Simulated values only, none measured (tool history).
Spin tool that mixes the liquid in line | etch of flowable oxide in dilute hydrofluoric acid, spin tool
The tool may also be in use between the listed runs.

run	hour	temperature setpoint of the liquid (°C)	parts of water to one part of 49 % hydrofluoric acid (parts by volume)	time under the liquid (s)	thickness taken off the flowable oxide on a monitor wafer (Å)
1	0	20	55	55	455.92
2	6.1	22.5	45	55	633.07
3	8.7	24	45	55	670.91
4	9.6	25	40	55	789.29
5	18.5	26	35	55	948.8
6	24.1	26	20	55	1696.4

What will run 7 give?
7	26.7	23.5	20	55	?

{"run 7": {"thickness taken off the flowable oxide on a monitor wafer (Å)": 1523.2}}

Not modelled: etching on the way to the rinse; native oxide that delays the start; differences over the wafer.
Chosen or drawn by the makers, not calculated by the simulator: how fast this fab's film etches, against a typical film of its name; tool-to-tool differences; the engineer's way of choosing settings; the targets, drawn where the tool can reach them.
